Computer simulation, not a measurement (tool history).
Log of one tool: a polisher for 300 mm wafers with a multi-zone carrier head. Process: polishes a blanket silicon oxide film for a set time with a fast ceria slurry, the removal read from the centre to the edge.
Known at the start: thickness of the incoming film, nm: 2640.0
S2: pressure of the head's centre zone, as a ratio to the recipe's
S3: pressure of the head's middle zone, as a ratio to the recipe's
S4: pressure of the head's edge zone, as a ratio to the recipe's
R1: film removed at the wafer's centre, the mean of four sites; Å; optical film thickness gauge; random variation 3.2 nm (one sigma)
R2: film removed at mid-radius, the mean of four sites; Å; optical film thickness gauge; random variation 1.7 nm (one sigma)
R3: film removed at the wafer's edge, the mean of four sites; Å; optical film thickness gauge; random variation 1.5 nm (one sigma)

run 1 hour=0.0 | flow_of_slurry_(ml/min)=200 S2=1.00 S3=1.00 S4=1.00 polishing_time_(s)=32 | R1=2468.3 R2=2468.9 R3=2437.1
run 2 hour=2.2 | flow_of_slurry_(ml/min)=235 S2=1.00 S3=1.00 S4=1.00 polishing_time_(s)=32 | R1=2581.3 R2=2560.5 R3=2449.3
run 3 hour=6.0 | flow_of_slurry_(ml/min)=235 S2=1.00 S3=0.94 S4=1.00 polishing_time_(s)=32 | R1=2518.1 R2=2414.7 R3=2470.2
run 4 hour=9.3 | flow_of_slurry_(ml/min)=230 S2=1.00 S3=0.94 S4=0.98 polishing_time_(s)=32 | R1=2455.6 R2=2401.2 R3=2449.9
run 5 hour=16.7 | flow_of_slurry_(ml/min)=230 S2=1.01 S3=0.95 S4=0.97 polishing_time_(s)=32 | R1=2549.1 R2=2434.7 R3=2379.4
run 6 hour=24.5 | flow_of_slurry_(ml/min)=230 S2=0.96 S3=0.95 S4=0.97 polishing_time_(s)=32 | R1=2335.5 R2=2458.1 R3=2419.2
run 7 hour=29.9 | flow_of_slurry_(ml/min)=225 S2=0.97 S3=0.95 S4=0.95 polishing_time_(s)=32 | R1=2402.6 R2=2415.5 R3=2370.6
run 8 hour=35.8 | flow_of_slurry_(ml/min)=220 S2=0.97 S3=0.95 S4=0.94 polishing_time_(s)=32 | R1=2469.9 R2=2380.5 R3=2348.8
run 9 hour=37.4 | flow_of_slurry_(ml/min)=215 S2=0.96 S3=0.95 S4=0.93 polishing_time_(s)=32 | R1=2371.0 R2=2446.1 R3=2350.2
run 10 hour=40.7 | flow_of_slurry_(ml/min)=210 S2=0.96 S3=0.95 S4=0.92 polishing_time_(s)=32 | R1=2293.7 R2=2424.1 R3=2309.6
run 11 hour=46.0 | flow_of_slurry_(ml/min)=205 S2=0.97 S3=0.95 S4=0.91 polishing_time_(s)=32 | R1=2351.5 R2=2408.9 R3=2315.4

Run 12 comes next. What will it give?
run 12 hour=53.1 | flow_of_slurry_(ml/min)=205 S2=0.97 S3=0.95 S4=0.90 polishing_time_(s)=32 | R1=? R2=? R3=?

R1: 2340.3 Å
R2: 2423.3 Å
R3: 2316.2 Å

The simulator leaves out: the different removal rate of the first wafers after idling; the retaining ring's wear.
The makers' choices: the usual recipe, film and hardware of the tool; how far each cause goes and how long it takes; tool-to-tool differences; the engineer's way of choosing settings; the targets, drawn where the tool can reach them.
